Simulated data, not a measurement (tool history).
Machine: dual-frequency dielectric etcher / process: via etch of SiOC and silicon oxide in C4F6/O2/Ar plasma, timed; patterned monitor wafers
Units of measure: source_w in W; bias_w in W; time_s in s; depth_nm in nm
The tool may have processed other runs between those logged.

run  hour  source_w  bias_w  time_s  depth_nm
  1     0       430     130    98.5    97.848
  2   2.3       430     130   102.5    102.27
  3   2.8       380     130   102.5     97.08
  4     9       400     131   102.5    98.495
  5    10       360     131   102.5    93.787
  6  16.1       380     132   102.5    96.421
  7  24.3       400     133   102.5    98.281
  8  33.1       400     133   102.5    98.575
  9  40.2       420     134   102.5    100.44
 10  48.7       430     134   102.5    102.05
 11  54.8       440     135   102.5    103.23
 12  57.7       450     135   102.5    104.37
 13  60.6       460     135   102.5    105.42
 14  64.2       470     135   102.5    106.26

What does the tool deliver on the next run?
 15  68.4       480     135   102.5         ?

{"run 15": {"depth_nm": 107.44}}
